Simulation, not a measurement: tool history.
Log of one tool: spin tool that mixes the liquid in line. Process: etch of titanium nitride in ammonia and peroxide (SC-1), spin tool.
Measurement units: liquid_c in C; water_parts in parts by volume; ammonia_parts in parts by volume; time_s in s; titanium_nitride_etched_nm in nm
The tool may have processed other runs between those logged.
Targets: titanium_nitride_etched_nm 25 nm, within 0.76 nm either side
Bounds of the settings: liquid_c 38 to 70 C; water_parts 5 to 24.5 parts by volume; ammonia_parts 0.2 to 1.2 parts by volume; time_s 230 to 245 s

run,day,liquid_c,water_parts,ammonia_parts,time_s,titanium_nitride_etched_nm
1,0,54,13.5,0.8,230,9.2484
2,0.025,54,13.5,0.8,230,9.1437
3,0.225,56,13.5,0.8,230,10.629
4,0.283,56,13.5,0.8,245,11.109
5,0.554,58,13.5,0.8,245,12.88
6,0.742,58,13.5,0.65,245,12.103
7,0.796,59.5,13.5,0.65,245,13.635
8,0.904,61,13.5,0.65,245,14.916

Exactly one of the 4 candidate moves below puts every result within its allowed miss. Which one?
A,1.012,63,8.5,0.35,230,?
B,1.012,66.5,8,0.65,245,?
C,1.012,65.5,8,0.5,245,?
D,1.012,56.5,12.5,0.75,235,?

move,titanium_nitride_etched_nm
A,18.362
B,28.011
C,25.186
D,11.425
A: an improvement on the last run, though not all results are within tolerance
B: the result that was furthest off in the last run now lies on the other side of its target
C: all results in spec
D: lands further from the targets than the last run did
C is the move that brings every result within its allowed miss.
